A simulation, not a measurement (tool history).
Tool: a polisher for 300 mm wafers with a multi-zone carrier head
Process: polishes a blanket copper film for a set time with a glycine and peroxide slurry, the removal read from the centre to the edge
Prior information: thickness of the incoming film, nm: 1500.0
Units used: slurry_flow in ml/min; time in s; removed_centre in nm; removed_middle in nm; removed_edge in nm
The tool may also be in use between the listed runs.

Run 1, day 0.000: slurry_flow 245 ml/min, centre_zone 1.00, middle_zone 1.00, edge_zone 1.00, time 54 s. Result: removed_centre 267.47 nm, removed_middle 265.13 nm, removed_edge 276.43 nm.
Run 2, day 0.104: slurry_flow 245 ml/min, centre_zone 1.00, middle_zone 1.03, edge_zone 1.00, time 54 s. Result: removed_centre 263.81 nm, removed_middle 272.86 nm, removed_edge 270.82 nm.
Run 3, day 0.442: slurry_flow 245 ml/min, centre_zone 1.00, middle_zone 1.03, edge_zone 1.07, time 54 s. Result: removed_centre 266.89 nm, removed_middle 269.08 nm, removed_edge 283.98 nm.
Run 4, day 0.667: slurry_flow 245 ml/min, centre_zone 1.00, middle_zone 0.99, edge_zone 1.07, time 54 s. Result: removed_centre 264.41 nm, removed_middle 256.67 nm, removed_edge 285.19 nm.
Run 5, day 0.708: slurry_flow 245 ml/min, centre_zone 1.08, middle_zone 0.99, edge_zone 1.07, time 54 s. Result: removed_centre 286.91 nm, removed_middle 265.39 nm, removed_edge 277.45 nm.
Run 6, day 1.071: slurry_flow 245 ml/min, centre_zone 1.06, middle_zone 1.01, edge_zone 1.08, time 55 s. Result: removed_centre 283.98 nm, removed_middle 273.61 nm, removed_edge 288.29 nm.
Run 7, day 1.225: slurry_flow 245 ml/min, centre_zone 1.05, middle_zone 1.02, edge_zone 1.09, time 56 s. Result: removed_centre 292.41 nm, removed_middle 276.58 nm, removed_edge 298.44 nm.
At day 1.304: slurry nozzle cleaned.
Run 8, day 1.304: slurry_flow 250 ml/min, centre_zone 1.03, middle_zone 1.04, edge_zone 1.09, time 57 s. Result: removed_centre 305.36 nm, removed_middle 305.50 nm, removed_edge 316.14 nm.
Run 9, day 1.433: slurry_flow 255 ml/min, centre_zone 1.02, middle_zone 1.05, edge_zone 1.10, time 57 s. Result: removed_centre 303.25 nm, removed_middle 305.85 nm, removed_edge 314.80 nm.

Run 10 is up next; what results do you expect?
Run 10, day 1.508: slurry_flow 260 ml/min, centre_zone 1.01, middle_zone 1.06, edge_zone 1.11, time 57 s. Result: removed_centre ?, removed_middle ?, removed_edge ?.

For run 10 the tool returned removed_centre 299.66 nm, removed_middle 312.25 nm, removed_edge 311.19 nm.
